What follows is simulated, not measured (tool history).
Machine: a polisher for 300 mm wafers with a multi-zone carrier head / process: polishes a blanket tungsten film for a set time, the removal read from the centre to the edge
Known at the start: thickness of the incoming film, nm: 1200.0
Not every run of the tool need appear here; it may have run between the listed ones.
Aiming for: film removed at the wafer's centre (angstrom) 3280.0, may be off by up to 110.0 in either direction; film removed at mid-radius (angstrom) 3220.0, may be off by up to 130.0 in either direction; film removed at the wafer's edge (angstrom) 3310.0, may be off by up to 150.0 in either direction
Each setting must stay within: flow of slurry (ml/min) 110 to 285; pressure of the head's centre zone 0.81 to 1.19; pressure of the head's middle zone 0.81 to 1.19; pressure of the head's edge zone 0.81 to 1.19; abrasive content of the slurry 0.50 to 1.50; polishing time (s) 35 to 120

run,hour,flow of slurry (ml/min),pressure of the head's centre zone,pressure of the head's middle zone,pressure of the head's edge zone,abrasive content of the slurry,polishing time (s),film removed at the wafer's centre (angstrom),film removed at mid-radius (angstrom),film removed at the wafer's edge (angstrom)
1,0.0,180,1.00,1.00,1.00,1.00,77,4001.7,3847.5,3938.5
2,7.8,180,1.00,1.00,1.00,1.20,77,4170.2,4001.7,3959.8
3,14.2,180,1.00,1.00,1.00,1.00,77,4007.8,3882.6,3787.4
4,18.2,170,0.98,0.97,0.98,0.95,77,3872.1,3693.7,3765.3
5,20.6,165,0.96,0.96,0.96,0.90,76,3599.4,3496.5,3613.4
6,24.9,165,1.03,0.96,0.96,0.90,76,3948.4,3532.8,3695.2
7,31.9,160,1.00,0.96,0.94,0.85,76,3775.5,3509.5,3600.2
8,38.5,155,0.98,0.95,0.93,0.80,76,3596.3,3256.1,3513.6
9,44.8,150,0.97,0.97,0.92,0.80,76,3523.4,3431.8,3538.2

Pick the move, out of 4, that brings all results within their allowed miss; only one does.
A,51.1,220,1.08,1.13,0.81,0.85,64,?,?,?
B,51.1,145,0.97,0.98,0.85,0.90,65,?,?,?
C,51.1,160,1.07,1.10,0.89,1.00,61,?,?,?
D,51.1,145,0.94,0.95,0.88,0.80,74,?,?,?

move,film removed at the wafer's centre (angstrom),film removed at mid-radius (angstrom),film removed at the wafer's edge (angstrom)
A,3593.1,3531.0,3001.7
B,3045.1,2985.1,2968.4
C,3311.2,3230.3,2932.3
D,3271.6,3226.1,3328.3
A: the biggest miss grows against the last run
B: takes the result that was furthest off past its target
C: the furthest-off result lands on target, but another misses its tolerance
D: every result lands within tolerance
Answer: D
